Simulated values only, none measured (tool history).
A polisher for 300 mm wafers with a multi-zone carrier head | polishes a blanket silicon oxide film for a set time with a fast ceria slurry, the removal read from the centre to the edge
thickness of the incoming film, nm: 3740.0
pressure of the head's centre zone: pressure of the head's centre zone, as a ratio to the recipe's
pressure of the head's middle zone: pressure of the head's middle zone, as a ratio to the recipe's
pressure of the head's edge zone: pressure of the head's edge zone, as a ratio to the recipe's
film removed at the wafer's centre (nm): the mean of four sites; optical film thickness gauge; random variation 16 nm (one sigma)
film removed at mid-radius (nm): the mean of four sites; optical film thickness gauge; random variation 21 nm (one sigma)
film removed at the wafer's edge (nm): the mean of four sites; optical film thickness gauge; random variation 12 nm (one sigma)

run,day,flow of slurry (ml/min),pressure of the head's centre zone,pressure of the head's middle zone,pressure of the head's edge zone,polishing time (s),film removed at the wafer's centre (nm),film removed at mid-radius (nm),film removed at the wafer's edge (nm)
1,0.000,165,1.00,1.00,1.00,72,1336.0,1346.7,1317.9
2,0.371,165,1.00,1.00,1.07,72,1319.7,1336.3,1339.1
3,0.475,165,0.96,1.00,1.07,72,1257.8,1320.0,1347.7
4,0.588,180,0.95,1.03,1.09,75,1305.6,1428.8,1432.2
5,0.854,180,0.95,1.03,1.09,64,1149.4,1210.8,1218.4
6,1.154,180,0.95,1.03,1.04,64,1144.9,1209.4,1193.3
7,1.229,185,0.95,1.04,1.06,70,1261.6,1343.2,1311.4
8,1.600,185,0.94,1.05,1.08,74,1296.9,1434.5,1399.2
9,1.762,195,0.94,1.06,1.10,76,1348.8,1502.8,1447.8
10,1.883,200,0.94,1.06,1.12,78,1381.7,1521.4,1499.0

Forecast run 11:
11,2.158,200,0.94,1.07,1.13,80,?,?,?

{"run 11": {"film removed at the wafer's centre (nm)": 1431.5, "film removed at mid-radius (nm)": 1623.1, "film removed at the wafer's edge (nm)": 1563.8}}
